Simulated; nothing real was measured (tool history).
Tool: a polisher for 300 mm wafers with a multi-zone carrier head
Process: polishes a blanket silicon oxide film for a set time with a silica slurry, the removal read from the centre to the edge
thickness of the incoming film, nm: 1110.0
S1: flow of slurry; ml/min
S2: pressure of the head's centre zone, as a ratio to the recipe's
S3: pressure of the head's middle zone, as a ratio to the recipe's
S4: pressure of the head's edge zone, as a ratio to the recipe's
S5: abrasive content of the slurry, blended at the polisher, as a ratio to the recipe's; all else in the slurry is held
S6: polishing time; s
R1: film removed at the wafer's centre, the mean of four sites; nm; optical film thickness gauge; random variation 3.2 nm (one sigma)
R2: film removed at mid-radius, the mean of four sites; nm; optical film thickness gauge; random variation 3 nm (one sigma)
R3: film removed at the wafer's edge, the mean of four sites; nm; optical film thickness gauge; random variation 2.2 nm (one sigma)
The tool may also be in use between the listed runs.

{"run": 1, "day": 0.0, "S1": 275, "S2": 1.0, "S3": 1.0, "S4": 1.0, "S5": 1.0, "S6": 58, "R1": 206.42, "R2": 200.93, "R3": 205.94}
{"run": 2, "day": 0.204, "S1": 280, "S2": 1.01, "S3": 0.99, "S4": 1.02, "S5": 1.05, "S6": 59, "R1": 217.95, "R2": 206.23, "R3": 217.73}
{"run": 3, "day": 0.471, "S1": 280, "S2": 1.01, "S3": 1.07, "S4": 1.02, "S5": 1.05, "S6": 59, "R1": 216.6, "R2": 225.41, "R3": 214.8}
{"run": 4, "day": 0.642, "S1": 280, "S2": 1.01, "S3": 1.07, "S4": 1.02, "S5": 1.05, "S6": 73, "R1": 272.28, "R2": 279.51, "R3": 266.59}
{"run": 5, "day": 0.879, "S1": 280, "S2": 1.01, "S3": 1.07, "S4": 1.02, "S5": 1.05, "S6": 86, "R1": 314.36, "R2": 327.68, "R3": 317.03}
{"run": 6, "day": 0.925, "S1": 280, "S2": 1.01, "S3": 1.13, "S4": 1.02, "S5": 1.05, "S6": 86, "R1": 317.15, "R2": 347.27, "R3": 312.94}
{"run": 7, "day": 1.133, "S1": 280, "S2": 1.01, "S3": 1.13, "S4": 1.02, "S5": 1.05, "S6": 86, "R1": 319.27, "R2": 344.88, "R3": 318.78}
{"run": 8, "day": 1.246, "S1": 275, "S2": 1.02, "S3": 1.09, "S4": 1.02, "S5": 1.05, "S6": 86, "R1": 320.19, "R2": 328.73, "R3": 310.64}
{"run": 9, "day": 1.333, "S1": 270, "S2": 1.02, "S3": 1.06, "S4": 1.03, "S5": 1.05, "S6": 86, "R1": 321.53, "R2": 325.13, "R3": 313.82}
{"run": 10, "day": 1.525, "S1": 270, "S2": 1.02, "S3": 1.03, "S4": 1.04, "S5": 1.05, "S6": 86, "R1": 319.53, "R2": 317.25, "R3": 319.81}
{"run": 11, "day": 1.754, "S1": 265, "S2": 1.03, "S3": 1.01, "S4": 1.04, "S5": 1.05, "S6": 86, "R1": 323.05, "R2": 302.1, "R3": 317.41}

Forecast run 12:
{"run": 12, "day": 1.892, "S1": 260, "S2": 1.03, "S3": 1.0, "S4": 1.04, "S5": 1.05, "S6": 86, "R1": "?", "R2": "?", "R3": "?"}

R1: 317.26 nm
R2: 311.08 nm
R3: 316.20 nm

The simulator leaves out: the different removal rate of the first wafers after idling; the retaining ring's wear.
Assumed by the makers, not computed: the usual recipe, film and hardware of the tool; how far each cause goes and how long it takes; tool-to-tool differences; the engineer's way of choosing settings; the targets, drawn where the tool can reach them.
